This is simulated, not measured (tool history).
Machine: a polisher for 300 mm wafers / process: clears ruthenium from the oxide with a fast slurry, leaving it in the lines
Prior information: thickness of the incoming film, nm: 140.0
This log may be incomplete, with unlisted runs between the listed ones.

run	day	flow of slurry (ml/min)	pressure of the wafer on the pad (kPa)	speed of the pad under the wafer (m/s)	abrasive content of the slurry	overpolish time after the end point (s)	time until the end point was called (s)	dishing of a wide line in a test structure (angstrom)
1	0.000	200	12.4	1.14	1.0	27	65.094	441.26
2	0.338	200	12.4	0.94	1.0	27	72.834	383.84
3	0.496	195	14.5	1.08	1.0	29	56.445	506.87
4	0.792	195	15.9	1.14	1.0	31	48.185	569.12
5	1.100	195	16.5	1.22	1.0	33	43.742	641.55
# day 1.338: slurry blender recalibrated
6	1.338	195	16.5	1.22	0.8	33	40.606	676.38
7	1.454	195	16.5	1.24	0.8	35	39.768	722.60

Forecast run 8:
8	1.712	195	16.5	1.26	0.8	36	?	?

{"run 8": {"time until the end point was called (s)": 40.564, "dishing of a wide line in a test structure (angstrom)": 721.36}}
